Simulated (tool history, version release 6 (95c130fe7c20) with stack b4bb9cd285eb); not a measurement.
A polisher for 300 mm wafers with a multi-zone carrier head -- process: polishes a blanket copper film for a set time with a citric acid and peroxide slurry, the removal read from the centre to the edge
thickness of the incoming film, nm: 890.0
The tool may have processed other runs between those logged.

run  hour  flow of slurry (ml/min)  pressure of the head's centre zone  pressure of the head's middle zone  pressure of the head's edge zone  abrasive content of the slurry  polishing time (s)  film removed at the wafer's centre (Å)  film removed at mid-radius (Å)  film removed at the wafer's edge (Å)
  1     0                      305                                   1                                   1                                 1                               1                  68                                  1437.6                          1428.7                                1403.2
  2   4.3                      305                                   1                                   1                              0.95                               1                  68                                  1431.9                          1448.5                                1376.9
  3  10.3                      300                                0.99                                0.97                              0.95                             0.9                  64                                    1303                          1272.5                                1254.7
  4  16.5                      300                                0.99                                0.97                                 1                             0.9                  64                                  1314.7                          1264.2                                1288.9
  5  20.1                      300                                0.99                                0.97                              0.96                             0.9                  64                                  1287.8                          1295.2                                1266.8
  6  28.1                      300                                0.99                                0.97                              0.96                               1                  64                                  1325.9                          1307.7                                1286.6
  7  36.1                      295                                0.97                                0.94                              0.94                             0.9                  61                                  1218.7                          1225.1                                1189.2
  8  45.1                      290                                0.96                                0.92                              0.95                             0.8                  58                                  1109.5                          1127.2                                1102.3
  9  52.8                      285                                0.96                                 0.9                              0.97                            0.75                  56                                  1045.6                          1036.8                                1059.3
 10  59.5                      285                                0.96                                 0.9                              0.97                            0.75                  56                                  1042.5                          1031.7                                1040.8
 11  63.6                      280                                0.96                                0.88                              0.98                             0.7                  55                                  1014.8                          967.58                                1013.2
 12  65.1                      270                                0.95                                0.87                              0.98                            0.65                  55                                  976.32                          920.38                                 999.6

What does the tool deliver on the next run?
 13  69.8                      265                                0.94                                0.86                              0.96                             0.6                  55                                       ?                               ?                                     ?

Run 13 measured film removed at the wafer's centre (Å) 926.47, film removed at mid-radius (Å) 911.02, film removed at the wafer's edge (Å) 959.75.
